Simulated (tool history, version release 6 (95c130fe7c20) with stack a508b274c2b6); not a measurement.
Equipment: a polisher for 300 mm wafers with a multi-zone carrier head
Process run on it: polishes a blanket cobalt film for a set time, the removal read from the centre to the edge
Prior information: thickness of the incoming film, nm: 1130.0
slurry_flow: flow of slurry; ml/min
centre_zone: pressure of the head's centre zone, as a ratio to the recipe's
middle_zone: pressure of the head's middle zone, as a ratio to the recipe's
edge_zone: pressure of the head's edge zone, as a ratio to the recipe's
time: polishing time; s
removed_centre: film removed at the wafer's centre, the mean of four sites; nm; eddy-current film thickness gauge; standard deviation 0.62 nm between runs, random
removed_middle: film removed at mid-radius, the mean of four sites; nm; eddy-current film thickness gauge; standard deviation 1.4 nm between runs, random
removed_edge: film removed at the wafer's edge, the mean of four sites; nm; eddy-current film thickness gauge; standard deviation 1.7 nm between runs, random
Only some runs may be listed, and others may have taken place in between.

run  hour  slurry_flow  centre_zone  middle_zone  edge_zone  time  removed_centre  removed_middle  removed_edge
  1     0          290            1            1          1    34          201.73          197.61        206.91
  2     3          290            1         1.06          1    34          202.39             211        201.26
  3  10.7          290            1         1.02          1    34           200.3          206.76        200.22
  4  12.4          285         0.97         0.99          1    31           174.9          180.73        177.83
  5  14.6          285         0.97         0.91          1    31           177.1          162.87        187.66
  6  23.5          285         0.94         0.91          1    31          171.22          166.95        182.29
  7  25.8          275         0.92          0.9       1.03    29          158.41          160.62        176.33
  8  32.1          260         0.91         0.88       1.03    27          144.04          142.95        160.11
  9  38.2          250         0.89         0.87       1.05    25          129.86          128.84        145.45
 10  39.1          245         0.88         0.87       1.07    24          121.19          123.74        144.41
 11  46.5          235         0.87         0.87       1.07    23          115.42          116.29        138.87
 12  52.9          215         0.81         0.91       1.03    17          78.929          90.189        98.276
 13  54.1          235         0.81          0.9       1.04    17          80.228          91.803        100.69
 14    63          250         0.82         0.89       1.05    17          81.195          89.489        103.79

Run 15, settings as shown, results not yet in. Your forecast:
 15  71.6          250         0.83          0.9       1.06    17               ?               ?             ?

removed_centre: 81.687 nm
removed_middle: 91.631 nm
removed_edge: 101.95 nm

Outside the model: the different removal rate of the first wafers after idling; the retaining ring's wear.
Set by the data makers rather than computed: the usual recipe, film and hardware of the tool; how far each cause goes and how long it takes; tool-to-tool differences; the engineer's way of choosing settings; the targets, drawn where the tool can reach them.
